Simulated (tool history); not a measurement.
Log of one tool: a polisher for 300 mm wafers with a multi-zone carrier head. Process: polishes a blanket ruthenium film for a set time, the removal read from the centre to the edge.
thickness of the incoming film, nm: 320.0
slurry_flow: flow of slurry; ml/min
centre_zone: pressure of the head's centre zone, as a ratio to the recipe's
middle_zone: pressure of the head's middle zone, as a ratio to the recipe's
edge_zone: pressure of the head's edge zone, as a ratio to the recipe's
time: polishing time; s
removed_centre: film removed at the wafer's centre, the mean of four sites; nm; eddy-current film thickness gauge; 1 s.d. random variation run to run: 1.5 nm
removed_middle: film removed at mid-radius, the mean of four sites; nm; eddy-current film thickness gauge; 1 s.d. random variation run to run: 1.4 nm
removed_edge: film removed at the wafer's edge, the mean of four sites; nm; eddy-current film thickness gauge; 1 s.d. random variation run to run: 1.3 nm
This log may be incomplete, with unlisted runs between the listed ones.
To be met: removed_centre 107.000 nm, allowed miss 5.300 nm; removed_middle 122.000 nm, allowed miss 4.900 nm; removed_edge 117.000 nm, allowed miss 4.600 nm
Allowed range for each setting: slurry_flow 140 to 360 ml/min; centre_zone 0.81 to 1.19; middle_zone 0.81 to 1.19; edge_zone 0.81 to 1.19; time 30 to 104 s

run	hour	slurry_flow	centre_zone	middle_zone	edge_zone	time	removed_centre	removed_middle	removed_edge
1	0.0	230	1.00	1.00	1.00	67	86.547	86.443	87.443
2	5.2	230	1.00	1.01	1.01	69	89.864	87.567	89.188
3	12.0	230	1.00	1.01	1.01	54	70.072	69.898	69.728
4	12.8	230	1.06	1.01	1.01	54	73.922	69.670	69.283
5	16.4	230	1.06	1.06	1.01	54	74.330	72.776	69.580
6	19.1	230	1.06	1.06	1.01	46	62.991	60.327	59.375
7	22.5	230	1.05	1.07	1.02	50	68.306	67.188	65.371
8	23.5	235	1.04	1.08	1.03	53	70.515	72.080	69.501
9	32.2	240	1.04	1.09	1.04	56	75.489	75.368	74.846
10	38.1	240	1.03	1.10	1.04	59	79.327	81.749	77.011
11	42.2	255	0.93	1.06	1.14	77	92.805	105.460	103.470

Next run, 4 choices. One meets every target within its allowed miss, the rest don't. Which?
A	46.3	290	0.93	1.10	1.07	86	?	?	?
B	46.3	270	0.97	1.18	1.18	77	?	?	?
C	46.3	205	1.01	0.86	1.19	85	?	?	?
D	46.3	305	0.94	0.90	1.19	81	?	?	?

move	removed_centre	removed_middle	removed_edge
A	104.290	117.790	114.710
B	96.735	111.030	106.250
C	107.280	91.769	115.510
D	99.670	94.606	113.580
A: hits every target within its allowed miss
B: gains on the last run, yet a result remains outside its allowed miss
C: its largest miss is bigger than the last run's
D: its largest miss is bigger than the last run's
Correct choice: A, which meets every target
